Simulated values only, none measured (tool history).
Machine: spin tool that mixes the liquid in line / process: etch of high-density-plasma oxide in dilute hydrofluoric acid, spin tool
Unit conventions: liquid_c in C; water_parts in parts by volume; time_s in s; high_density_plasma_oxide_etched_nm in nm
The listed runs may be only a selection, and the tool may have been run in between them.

run  hour  liquid_c  water_parts  time_s  high_density_plasma_oxide_etched_nm
  1     0        22          230     275                               5.0209
  2   2.6      23.5          200     275                               6.3157
  3   8.6      23.5          200     275                               6.3084
  4  12.9        25          180     275                               7.6408
  5  17.1      28.5          180     275                               8.6891
  6  19.8      28.5          245     275                               5.8376
  7  26.1        29          215     275                               6.9935
  8  33.2        29          190     275                               8.2523
  9    37        29          175     275                               9.0797
 10  38.9        29          165     275                               9.5797
 11  39.7        29          155     275                               10.522

Run 12 comes next. What will it give?
 12  46.3        29          150     275                                    ?

{"run 12": {"high_density_plasma_oxide_etched_nm": 10.976}}
